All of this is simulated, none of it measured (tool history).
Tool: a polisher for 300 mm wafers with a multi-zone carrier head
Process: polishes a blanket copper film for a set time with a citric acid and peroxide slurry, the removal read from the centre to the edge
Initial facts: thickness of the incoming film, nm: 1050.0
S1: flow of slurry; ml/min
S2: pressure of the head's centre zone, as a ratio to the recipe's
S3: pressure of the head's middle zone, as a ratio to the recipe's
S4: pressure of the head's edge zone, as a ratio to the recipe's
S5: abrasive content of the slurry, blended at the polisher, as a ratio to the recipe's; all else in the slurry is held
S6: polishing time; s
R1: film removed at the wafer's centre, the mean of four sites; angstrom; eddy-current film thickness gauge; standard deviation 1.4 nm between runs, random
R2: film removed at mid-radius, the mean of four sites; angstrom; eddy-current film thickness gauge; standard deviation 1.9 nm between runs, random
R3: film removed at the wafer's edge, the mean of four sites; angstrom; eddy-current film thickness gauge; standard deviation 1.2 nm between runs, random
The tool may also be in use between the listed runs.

{"run": 1, "hour": 0.0, "S1": 155, "S2": 1.0, "S3": 1.0, "S4": 1.0, "S5": 1.0, "S6": 45, "R1": 1620.9, "R2": 1620.8, "R3": 1562.3}
{"run": 2, "hour": 3.5, "S1": 155, "S2": 1.01, "S3": 1.0, "S4": 0.98, "S5": 0.95, "S6": 44, "R1": 1590.3, "R2": 1519.1, "R3": 1482.7}
{"run": 3, "hour": 8.5, "S1": 155, "S2": 1.01, "S3": 1.0, "S4": 0.98, "S5": 0.95, "S6": 52, "R1": 1854.8, "R2": 1804.1, "R3": 1752.6}
{"run": 4, "hour": 15.2, "S1": 155, "S2": 1.02, "S3": 1.01, "S4": 0.96, "S5": 0.9, "S6": 51, "R1": 1820.5, "R2": 1757.8, "R3": 1682.2}
{"run": 5, "hour": 24.2, "S1": 155, "S2": 0.95, "S3": 1.01, "S4": 0.96, "S5": 0.9, "S6": 51, "R1": 1700.5, "R2": 1781.2, "R3": 1679.8}
{"run": 6, "hour": 27.6, "S1": 170, "S2": 0.95, "S3": 1.01, "S4": 0.96, "S5": 0.9, "S6": 51, "R1": 1704.9, "R2": 1767.6, "R3": 1716.5}
{"run": 7, "hour": 35.6, "S1": 165, "S2": 0.96, "S3": 1.01, "S4": 0.94, "S5": 0.85, "S6": 50, "R1": 1673.9, "R2": 1740.1, "R3": 1624.6}
{"run": 8, "hour": 42.6, "S1": 160, "S2": 0.97, "S3": 1.0, "S4": 0.92, "S5": 0.8, "S6": 49, "R1": 1636.3, "R2": 1666.0, "R3": 1558.4}
{"run": 9, "hour": 46.1, "S1": 155, "S2": 0.98, "S3": 0.99, "S4": 0.91, "S5": 0.75, "S6": 48, "R1": 1589.5, "R2": 1587.3, "R3": 1495.3}
{"run": 10, "hour": 49.1, "S1": 155, "S2": 1.08, "S3": 0.99, "S4": 0.81, "S5": 0.5, "S6": 38, "R1": 1250.7, "R2": 1134.5, "R3": 1013.7}

What does the tool deliver on the next run?
{"run": 11, "hour": 50.6, "S1": 155, "S2": 1.08, "S3": 0.99, "S4": 0.81, "S5": 0.5, "S6": 38, "R1": "?", "R2": "?", "R3": "?"}

{"run 11": {"R1": 1259.1, "R2": 1111.1, "R3": 1021.1}}
